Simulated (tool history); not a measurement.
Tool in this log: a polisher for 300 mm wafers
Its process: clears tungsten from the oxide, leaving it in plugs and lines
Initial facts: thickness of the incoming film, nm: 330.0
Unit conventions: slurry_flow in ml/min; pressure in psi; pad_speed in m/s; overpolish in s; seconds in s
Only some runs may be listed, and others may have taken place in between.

run,day,slurry_flow,pressure,pad_speed,slurry_solids,overpolish,seconds
1,0,240,2.9,0.9,1,5,122.51
2,0.15,240,2.9,0.9,1,5,121.68
3,0.471,240,3.1,0.9,1,5,112.88
4,0.504,240,3.1,0.9,1.1,5,113.36
5,0.6,240,3.2,0.9,1.1,5,111.18
6,0.721,240,3.3,0.9,1.1,5,103.59

What will run 7 give?
7,0.983,240,3.4,0.9,1.1,5,?

seconds: 101.35 s

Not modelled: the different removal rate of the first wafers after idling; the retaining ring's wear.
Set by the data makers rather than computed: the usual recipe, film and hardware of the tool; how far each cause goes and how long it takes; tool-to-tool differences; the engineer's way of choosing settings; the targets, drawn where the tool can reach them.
